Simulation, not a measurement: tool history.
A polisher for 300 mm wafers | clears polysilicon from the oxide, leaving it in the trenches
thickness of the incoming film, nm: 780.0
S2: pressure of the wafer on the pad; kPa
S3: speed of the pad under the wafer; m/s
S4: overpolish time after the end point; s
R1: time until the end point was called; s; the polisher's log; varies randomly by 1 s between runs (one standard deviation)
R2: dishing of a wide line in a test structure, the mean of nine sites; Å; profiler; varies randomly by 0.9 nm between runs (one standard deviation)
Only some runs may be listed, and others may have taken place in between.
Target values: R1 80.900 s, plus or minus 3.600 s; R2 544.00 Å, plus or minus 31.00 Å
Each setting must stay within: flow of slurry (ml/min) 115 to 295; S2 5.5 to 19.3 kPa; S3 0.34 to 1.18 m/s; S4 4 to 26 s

Run 1, hour 0.0: flow of slurry (ml/min) 190, S2 12.4 kPa, S3 0.76 m/s, S4 13 s. Result: R1 119.010 s, R2 469.25 Å.
Run 2, hour 3.6: flow of slurry (ml/min) 190, S2 12.4 kPa, S3 0.76 m/s, S4 9 s. Result: R1 117.570 s, R2 410.93 Å.
Run 3, hour 10.9: flow of slurry (ml/min) 190, S2 12.4 kPa, S3 0.76 m/s, S4 13 s. Result: R1 121.850 s, R2 464.95 Å.
Run 4, hour 18.4: flow of slurry (ml/min) 190, S2 13.1 kPa, S3 0.76 m/s, S4 13 s. Result: R1 109.800 s, R2 494.15 Å.
Run 5, hour 21.4: flow of slurry (ml/min) 190, S2 10.3 kPa, S3 0.76 m/s, S4 13 s. Result: R1 141.900 s, R2 438.42 Å.
Run 6, hour 22.8: flow of slurry (ml/min) 190, S2 10.3 kPa, S3 0.76 m/s, S4 16 s. Result: R1 138.380 s, R2 488.94 Å.
Run 7, hour 29.6: flow of slurry (ml/min) 190, S2 11.7 kPa, S3 0.76 m/s, S4 15 s. Result: R1 124.850 s, R2 498.89 Å.
Run 8, hour 36.4: flow of slurry (ml/min) 190, S2 12.4 kPa, S3 0.76 m/s, S4 14 s. Result: R1 117.480 s, R2 496.41 Å.
Run 9, hour 43.3: flow of slurry (ml/min) 190, S2 13.1 kPa, S3 0.76 m/s, S4 14 s. Result: R1 111.230 s, R2 498.90 Å.
Run 10, hour 49.6: flow of slurry (ml/min) 190, S2 13.8 kPa, S3 0.76 m/s, S4 14 s. Result: R1 105.620 s, R2 523.99 Å.

Which of these 4 next moves meets every target?
Run A, hour 55.9: flow of slurry (ml/min) 170, S2 12.4 kPa, S3 0.68 m/s, S4 15 s. Result: R1 ?, R2 ?.
Run B, hour 55.9: flow of slurry (ml/min) 185, S2 15.2 kPa, S3 1.06 m/s, S4 14 s. Result: R1 ?, R2 ?.
Run C, hour 55.9: flow of slurry (ml/min) 205, S2 16.5 kPa, S3 0.94 m/s, S4 7 s. Result: R1 ?, R2 ?.
Run D, hour 55.9: flow of slurry (ml/min) 145, S2 15.9 kPa, S3 0.92 m/s, S4 13 s. Result: R1 ?, R2 ?.

move       R1      R2
   A  133.450  483.46
   B   71.524  556.84
   C   72.772  454.40
   D   80.872  536.91
A: further off than the last run
B: takes the result that was furthest off past its target
C: takes the result that was furthest off past its target
D: every result lands within tolerance
Answer: D

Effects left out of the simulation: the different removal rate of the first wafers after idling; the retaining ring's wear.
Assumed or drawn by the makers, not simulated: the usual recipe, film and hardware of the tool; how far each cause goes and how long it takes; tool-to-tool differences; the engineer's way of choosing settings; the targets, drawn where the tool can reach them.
